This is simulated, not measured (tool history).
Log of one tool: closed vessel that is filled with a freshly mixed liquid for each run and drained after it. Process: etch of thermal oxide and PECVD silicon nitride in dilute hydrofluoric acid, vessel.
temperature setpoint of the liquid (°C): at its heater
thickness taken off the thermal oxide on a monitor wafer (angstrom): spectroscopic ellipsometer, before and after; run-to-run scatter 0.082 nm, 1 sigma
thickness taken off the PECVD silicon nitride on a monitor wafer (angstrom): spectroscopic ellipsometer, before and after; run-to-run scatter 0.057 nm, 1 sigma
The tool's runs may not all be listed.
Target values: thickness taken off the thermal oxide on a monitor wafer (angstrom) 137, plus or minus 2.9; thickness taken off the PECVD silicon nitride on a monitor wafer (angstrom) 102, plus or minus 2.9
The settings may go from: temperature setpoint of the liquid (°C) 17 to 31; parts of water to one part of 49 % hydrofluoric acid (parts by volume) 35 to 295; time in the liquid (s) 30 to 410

run	day	temperature setpoint of the liquid (°C)	parts of water to one part of 49 % hydrofluoric acid (parts by volume)	time in the liquid (s)	thickness taken off the thermal oxide on a monitor wafer (angstrom)	thickness taken off the PECVD silicon nitride on a monitor wafer (angstrom)
1	0	23	165	210	54.204	36.678
2	0.317	21.5	165	210	51.4	33.257
3	0.642	24	140	210	67.659	46.309
4	1.025	24	200	210	44.98	32.455
5	1.346	21	200	210	39.814	26.959
# day 1.588: hydrofluoric acid flow meter replaced
6	1.588	18.5	200	210	34.412	21.467
7	1.921	22	165	210	49.401	32.639
8	2.117	26	100	210	102.95	70.055
9	2.508	27	95	210	112.3	79.034

Which one of the following 5 next-run settings gets every result inside its allowed miss? There is exactly one.
A	2.9	29.5	100	255	?	?
B	2.9	29.5	110	290	?	?
C	2.9	28	80	215	?	?
D	2.9	28.5	120	315	?	?
E	2.9	31	100	245	?	?

move	thickness taken off the thermal oxide on a monitor wafer (angstrom)	thickness taken off the PECVD silicon nitride on a monitor wafer (angstrom)
A	143.41	106.18
B	146.23	109.73
C	146.76	101.7
D	138.38	102.56
E	145.74	112.06
A: carries the result that was furthest off beyond its target, to the other side
B: carries the result that was furthest off beyond its target, to the other side
C: carries the result that was furthest off beyond its target, to the other side
D: every result within its allowed miss
E: carries the result that was furthest off beyond its target, to the other side
D meets every target.
